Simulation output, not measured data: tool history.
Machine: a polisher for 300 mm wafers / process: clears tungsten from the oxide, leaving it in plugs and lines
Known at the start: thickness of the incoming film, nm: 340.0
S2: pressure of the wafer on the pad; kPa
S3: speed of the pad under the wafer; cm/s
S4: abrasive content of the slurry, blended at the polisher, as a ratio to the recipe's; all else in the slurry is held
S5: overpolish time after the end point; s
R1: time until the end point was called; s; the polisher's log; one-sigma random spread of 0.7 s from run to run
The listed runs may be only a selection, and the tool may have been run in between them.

Run 1, hour 0.0: flow of slurry (ml/min) 265, S2 33.8 kPa, S3 114 cm/s, S4 1.0, S5 5 s. Result: R1 51.403 s.
Run 2, hour 1.3: flow of slurry (ml/min) 230, S2 33.8 kPa, S3 114 cm/s, S4 1.0, S5 5 s. Result: R1 53.076 s.
Run 3, hour 2.3: flow of slurry (ml/min) 230, S2 30.3 kPa, S3 114 cm/s, S4 1.0, S5 5 s. Result: R1 58.594 s.
Run 4, hour 5.4: flow of slurry (ml/min) 225, S2 27.6 kPa, S3 114 cm/s, S4 1.0, S5 5 s. Result: R1 64.035 s.
Run 5, hour 6.4: flow of slurry (ml/min) 220, S2 25.5 kPa, S3 114 cm/s, S4 1.0, S5 5 s. Result: R1 67.857 s.
Run 6, hour 13.9: flow of slurry (ml/min) 220, S2 17.2 kPa, S3 114 cm/s, S4 1.0, S5 5 s. Result: R1 96.965 s.
Run 7, hour 18.8: flow of slurry (ml/min) 220, S2 17.9 kPa, S3 114 cm/s, S4 1.0, S5 5 s. Result: R1 93.760 s.

Run 8 comes next. What will it give?
Run 8, hour 20.0: flow of slurry (ml/min) 220, S2 17.9 kPa, S3 114 cm/s, S4 1.0, S5 5 s. Result: R1 ?.

{"run 8": {"R1": 94.066}}
